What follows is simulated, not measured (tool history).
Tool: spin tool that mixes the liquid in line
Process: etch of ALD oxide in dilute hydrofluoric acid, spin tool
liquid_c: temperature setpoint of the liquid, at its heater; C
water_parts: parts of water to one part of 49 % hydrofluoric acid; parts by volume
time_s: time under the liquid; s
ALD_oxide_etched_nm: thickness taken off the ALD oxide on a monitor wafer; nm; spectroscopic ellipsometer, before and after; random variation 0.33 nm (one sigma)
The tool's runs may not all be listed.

run,hour,liquid_c,water_parts,time_s,ALD_oxide_etched_nm
1,0,25,85,290,55.455
2,6.3,22,85,290,49.219
3,13.9,21,85,290,46.986
4,22.2,20.5,85,290,46.746
5,24.3,20,85,290,45.649
6,29.3,20,85,290,46.027

Run 7 comes next. What will it give?
7,30.7,19.5,85,290,?

Run 7 gave ALD_oxide_etched_nm 44.168 nm.
